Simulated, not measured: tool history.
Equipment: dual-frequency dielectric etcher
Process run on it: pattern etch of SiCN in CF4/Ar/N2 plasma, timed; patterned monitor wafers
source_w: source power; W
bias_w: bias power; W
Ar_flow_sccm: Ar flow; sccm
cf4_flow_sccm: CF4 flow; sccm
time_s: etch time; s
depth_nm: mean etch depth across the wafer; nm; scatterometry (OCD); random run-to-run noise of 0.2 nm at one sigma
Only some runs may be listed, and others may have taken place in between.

run,day,source_w,bias_w,Ar_flow_sccm,cf4_flow_sccm,time_s,depth_nm
1,0.000,330,73,124,49,135,79.817
2,0.358,320,73,124,49,135,78.535
3,0.679,320,73,141,49,135,76.627
4,0.888,310,73,141,49,135,75.032
5,1.075,300,73,141,49,135,73.805
6,1.350,300,60,141,49,135,69.907
7,1.629,300,60,141,49,135,69.446

What will run 8 give?
8,1.838,290,60,141,49,135,?

Run 8 measured depth_nm 68.159 nm.
